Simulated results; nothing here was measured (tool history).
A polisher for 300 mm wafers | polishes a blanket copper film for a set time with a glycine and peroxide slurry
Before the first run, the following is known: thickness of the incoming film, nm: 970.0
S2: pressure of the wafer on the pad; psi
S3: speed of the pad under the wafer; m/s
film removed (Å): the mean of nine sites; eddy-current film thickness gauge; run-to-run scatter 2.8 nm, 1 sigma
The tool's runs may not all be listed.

Run 1, hour 0.0: flow of slurry (ml/min) 320, S2 1.9 psi, S3 1.28 m/s, polishing time (s) 91. Result: film removed (Å) 3830.8.
Run 2, hour 3.0: flow of slurry (ml/min) 270, S2 1.9 psi, S3 1.28 m/s, polishing time (s) 91. Result: film removed (Å) 3673.0.
Run 3, hour 9.8: flow of slurry (ml/min) 265, S2 1.8 psi, S3 1.28 m/s, polishing time (s) 91. Result: film removed (Å) 3531.2.
Run 4, hour 12.6: flow of slurry (ml/min) 210, S2 1.8 psi, S3 1.28 m/s, polishing time (s) 91. Result: film removed (Å) 3478.9.
Run 5, hour 14.8: flow of slurry (ml/min) 210, S2 2.0 psi, S3 1.28 m/s, polishing time (s) 91. Result: film removed (Å) 3729.0.
Run 6, hour 21.8: flow of slurry (ml/min) 210, S2 2.2 psi, S3 1.28 m/s, polishing time (s) 91. Result: film removed (Å) 4036.8.
Run 7, hour 29.4: flow of slurry (ml/min) 210, S2 2.1 psi, S3 1.28 m/s, polishing time (s) 91. Result: film removed (Å) 3976.7.

Predict the results of run 8:
Run 8, hour 34.9: flow of slurry (ml/min) 210, S2 2.0 psi, S3 1.28 m/s, polishing time (s) 91. Result: film removed (Å) ?.

film removed (Å): 3774.9

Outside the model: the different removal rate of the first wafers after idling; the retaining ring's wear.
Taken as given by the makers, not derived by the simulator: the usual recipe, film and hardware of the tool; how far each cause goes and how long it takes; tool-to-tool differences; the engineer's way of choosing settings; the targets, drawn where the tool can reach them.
